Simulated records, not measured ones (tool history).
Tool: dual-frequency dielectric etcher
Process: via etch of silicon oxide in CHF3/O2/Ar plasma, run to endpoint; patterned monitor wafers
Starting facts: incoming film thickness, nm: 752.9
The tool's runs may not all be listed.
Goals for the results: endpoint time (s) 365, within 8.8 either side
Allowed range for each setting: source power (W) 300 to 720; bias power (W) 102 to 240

run	hour	source power (W)	bias power (W)	endpoint time (s)
1	0	510	171	442.03
2	5.7	530	175	434.13
3	11.2	530	152	461.5
4	18.7	480	152	476.23
5	24.2	480	133	504.68
6	30.9	480	151	482.97
7	34.4	510	156	458.91
8	41	540	160	441.16
9	48.8	560	161	431.46
# hour 55.1: bias power generator calibrated
10	55.1	580	162	419.78
11	59.1	600	163	420.11
12	64.8	610	166	408.24

Which single option among these 5 for the next run brings every result within its allowed miss of target? Just one does.
A	70.5	720	150	?
B	70.5	630	184	?
C	70.5	720	154	?
D	70.5	580	198	?
E	70.5	680	191	?

move	endpoint time (s)
A	391.98
B	383.66
C	387.96
D	386.52
E	365.48
A: gains on the last run, yet a result remains outside its allowed miss
B: gains on the last run, yet a result remains outside its allowed miss
C: gains on the last run, yet a result remains outside its allowed miss
D: gains on the last run, yet a result remains outside its allowed miss
E: all results land within tolerance of their targets
So the answer is move E, the one that meets all the targets.

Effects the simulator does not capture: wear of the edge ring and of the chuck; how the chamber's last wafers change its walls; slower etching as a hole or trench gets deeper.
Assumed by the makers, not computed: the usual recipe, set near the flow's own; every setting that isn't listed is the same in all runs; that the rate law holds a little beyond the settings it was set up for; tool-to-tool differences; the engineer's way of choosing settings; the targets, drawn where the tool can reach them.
